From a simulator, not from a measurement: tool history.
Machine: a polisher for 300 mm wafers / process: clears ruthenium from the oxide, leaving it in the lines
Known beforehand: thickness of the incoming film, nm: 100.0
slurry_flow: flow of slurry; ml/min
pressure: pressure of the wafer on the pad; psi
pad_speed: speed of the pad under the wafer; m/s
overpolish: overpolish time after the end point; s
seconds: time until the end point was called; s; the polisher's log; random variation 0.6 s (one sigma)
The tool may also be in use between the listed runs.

run    day  slurry_flow  pressure  pad_speed  overpolish  seconds
  1  0.000          250       2.3       1.04          11   87.098
  2  0.175          250       2.5       1.04          11   80.655
  3  0.292          250       2.7       1.04          11   75.035
  4  0.429          250       2.9       1.04          11   68.744
  5  0.700          250       3.0       1.04          11   67.597
  6  0.996          250       3.0       1.04          11   67.059

Estimate the outcome of run 7 from the log above:
  7  1.142          250       3.1       1.04          11        ?

Run 7 came out at seconds 66.458 s.
